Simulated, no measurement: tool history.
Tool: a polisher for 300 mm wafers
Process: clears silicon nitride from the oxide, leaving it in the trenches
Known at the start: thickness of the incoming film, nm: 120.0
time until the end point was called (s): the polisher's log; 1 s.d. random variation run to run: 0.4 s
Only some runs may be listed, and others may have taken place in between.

run,hour,flow of slurry (ml/min),pressure of the wafer on the pad (kPa),speed of the pad under the wafer (m/s),overpolish time after the end point (s),time until the end point was called (s)
1,0.0,285,23.4,1.16,13,86.711
2,7.1,285,25.5,1.20,13,77.260
3,13.9,340,25.5,1.20,13,76.676
4,22.0,340,25.5,1.44,13,64.227
5,29.4,340,29.0,1.44,13,56.838
6,35.1,285,29.0,1.44,13,58.341
7,38.9,290,30.3,1.46,13,54.516
8,44.2,290,36.5,1.52,13,43.508
9,51.9,290,36.5,1.54,13,43.192
10,58.1,290,36.5,1.56,13,42.806

Predict the results of run 11:
11,62.2,290,36.5,1.56,13,?

{"run 11": {"time until the end point was called (s)": 42.366}}
